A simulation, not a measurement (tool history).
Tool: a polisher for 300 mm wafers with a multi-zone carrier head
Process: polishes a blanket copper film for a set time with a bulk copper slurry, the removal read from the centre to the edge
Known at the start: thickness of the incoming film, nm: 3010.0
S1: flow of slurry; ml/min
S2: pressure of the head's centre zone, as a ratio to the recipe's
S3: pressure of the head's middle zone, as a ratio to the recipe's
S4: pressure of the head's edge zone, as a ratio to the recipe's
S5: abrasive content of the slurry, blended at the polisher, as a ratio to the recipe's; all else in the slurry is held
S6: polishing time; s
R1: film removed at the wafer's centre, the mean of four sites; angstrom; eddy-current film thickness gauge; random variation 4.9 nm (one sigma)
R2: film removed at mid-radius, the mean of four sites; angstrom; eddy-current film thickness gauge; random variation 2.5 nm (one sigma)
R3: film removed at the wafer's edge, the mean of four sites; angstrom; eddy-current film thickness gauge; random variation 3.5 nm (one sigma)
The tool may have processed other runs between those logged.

{"run": 1, "hour": 0.0, "S1": 270, "S2": 1, "S3": 1, "S4": 1, "S5": 1, "S6": 43, "R1": 3982.5, "R2": 3828.7, "R3": 3945.9}
{"run": 2, "hour": 8.7, "S1": 270, "S2": 1.01, "S3": 1, "S4": 0.97, "S5": 0.9, "S6": 42, "R1": 3814.3, "R2": 3677.1, "R3": 3898.4}
{"run": 3, "hour": 10.6, "S1": 275, "S2": 1.03, "S3": 1.02, "S4": 0.97, "S5": 0.95, "S6": 39, "R1": 3690.8, "R2": 3509, "R3": 3548.8}
{"run": 4, "hour": 12.6, "S1": 275, "S2": 1.05, "S3": 1.03, "S4": 0.97, "S5": 0.95, "S6": 38, "R1": 3673.7, "R2": 3441.8, "R3": 3479.5}
{"run": 5, "hour": 16.7, "S1": 275, "S2": 1.05, "S3": 1.03, "S4": 0.93, "S5": 0.95, "S6": 38, "R1": 3628.3, "R2": 3437.1, "R3": 3451.5}
{"run": 6, "hour": 19.5, "S1": 275, "S2": 1.05, "S3": 1.03, "S4": 0.93, "S5": 0.95, "S6": 30, "R1": 2893, "R2": 2732.5, "R3": 2705.1}
{"run": 7, "hour": 23.7, "S1": 280, "S2": 1.06, "S3": 1.04, "S4": 0.94, "S5": 0.95, "S6": 30, "R1": 2856.5, "R2": 2778.4, "R3": 2733.7}
{"run": 8, "hour": 26.7, "S1": 280, "S2": 1.08, "S3": 1.05, "S4": 0.94, "S5": 1, "S6": 30, "R1": 3007.6, "R2": 2819.1, "R3": 2737.2}
{"run": 9, "hour": 34.9, "S1": 285, "S2": 1.09, "S3": 1.06, "S4": 0.95, "S5": 1.05, "S6": 30, "R1": 3130.2, "R2": 2873.5, "R3": 2720.6}
{"run": 10, "hour": 39.6, "S1": 285, "S2": 1.09, "S3": 1.06, "S4": 0.96, "S5": 1.05, "S6": 30, "R1": 3158.2, "R2": 2852.6, "R3": 2823.8}

For run 11, what comes out?
{"run": 11, "hour": 44.2, "S1": 290, "S2": 1.1, "S3": 1.07, "S4": 0.96, "S5": 1.05, "S6": 30, "R1": "?", "R2": "?", "R3": "?"}

{"run 11": {"R1": 3182.8, "R2": 2932.2, "R3": 2868.5}}
